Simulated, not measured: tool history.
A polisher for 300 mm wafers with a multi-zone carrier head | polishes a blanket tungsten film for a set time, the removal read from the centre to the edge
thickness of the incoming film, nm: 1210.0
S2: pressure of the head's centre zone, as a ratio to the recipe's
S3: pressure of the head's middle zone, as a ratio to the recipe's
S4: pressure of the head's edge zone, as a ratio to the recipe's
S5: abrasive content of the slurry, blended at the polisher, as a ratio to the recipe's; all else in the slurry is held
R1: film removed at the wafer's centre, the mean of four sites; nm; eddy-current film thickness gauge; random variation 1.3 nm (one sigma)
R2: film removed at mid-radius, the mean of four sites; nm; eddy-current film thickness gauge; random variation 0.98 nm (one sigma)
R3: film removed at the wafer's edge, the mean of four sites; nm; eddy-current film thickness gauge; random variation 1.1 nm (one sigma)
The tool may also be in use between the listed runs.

run 1 hour=0.0 | flow_of_slurry_(ml/min)=165 S2=1.00 S3=1.00 S4=1.00 S5=1.0 polishing_time_(s)=32 | R1=134.62 R2=136.86 R3=138.60
run 2 hour=7.3 | flow_of_slurry_(ml/min)=180 S2=0.99 S3=0.96 S4=1.06 S5=1.1 polishing_time_(s)=32 | R1=139.12 R2=135.09 R3=147.95
run 3 hour=14.4 | flow_of_slurry_(ml/min)=195 S2=0.97 S3=0.95 S4=1.10 S5=1.2 polishing_time_(s)=32 | R1=142.09 R2=139.06 R3=152.43
run 4 hour=21.0 | flow_of_slurry_(ml/min)=190 S2=0.95 S3=0.92 S4=1.13 S5=1.3 polishing_time_(s)=33 | R1=142.72 R2=139.20 R3=159.86
run 5 hour=25.1 | flow_of_slurry_(ml/min)=190 S2=0.95 S3=0.92 S4=1.13 S5=1.3 polishing_time_(s)=37 | R1=162.98 R2=157.30 R3=183.17
run 6 hour=32.0 | flow_of_slurry_(ml/min)=175 S2=0.95 S3=0.91 S4=1.13 S5=1.3 polishing_time_(s)=37 | R1=162.86 R2=154.54 R3=180.59
run 7 hour=35.2 | flow_of_slurry_(ml/min)=165 S2=0.94 S3=0.90 S4=1.14 S5=1.3 polishing_time_(s)=37 | R1=155.63 R2=152.26 R3=179.56

Forecast run 8:
run 8 hour=40.9 | flow_of_slurry_(ml/min)=160 S2=0.94 S3=0.89 S4=1.14 S5=1.3 polishing_time_(s)=37 | R1=? R2=? R3=?

{"run 8": {"R1": 156.57, "R2": 151.84, "R3": 181.61}}

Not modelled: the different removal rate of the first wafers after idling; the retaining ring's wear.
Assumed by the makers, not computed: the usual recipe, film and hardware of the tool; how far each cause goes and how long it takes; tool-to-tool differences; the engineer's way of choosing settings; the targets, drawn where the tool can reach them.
